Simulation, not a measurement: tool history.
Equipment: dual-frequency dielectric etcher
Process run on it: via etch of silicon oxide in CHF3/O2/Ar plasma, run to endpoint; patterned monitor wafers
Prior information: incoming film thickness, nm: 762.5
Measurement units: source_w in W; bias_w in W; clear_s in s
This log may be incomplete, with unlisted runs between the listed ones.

| run | day | source_w | bias_w | clear_s |
|---|---|---|---|---|
| 1 | 0 | 800 | 120 | 396.9 |
| 2 | 0.229 | 800 | 133 | 384.11 |
| 3 | 0.4 | 680 | 133 | 424.33 |
| 4 | 0.554 | 790 | 133 | 385.23 |
| 5 | 0.862 | 720 | 131 | 411.85 |
| 6 | 0.979 | 720 | 124 | 421.18 |
| 7 | 1.162 | 720 | 124 | 417.47 |
| 8 | 1.467 | 670 | 122 | 436.41 |
| 9 | 1.654 | 630 | 121 | 461.08 |

Expected results for the next run?
| 10 | 1.833 | 610 | 121 | ? |

Run 10 produced clear_s 469.02 s.

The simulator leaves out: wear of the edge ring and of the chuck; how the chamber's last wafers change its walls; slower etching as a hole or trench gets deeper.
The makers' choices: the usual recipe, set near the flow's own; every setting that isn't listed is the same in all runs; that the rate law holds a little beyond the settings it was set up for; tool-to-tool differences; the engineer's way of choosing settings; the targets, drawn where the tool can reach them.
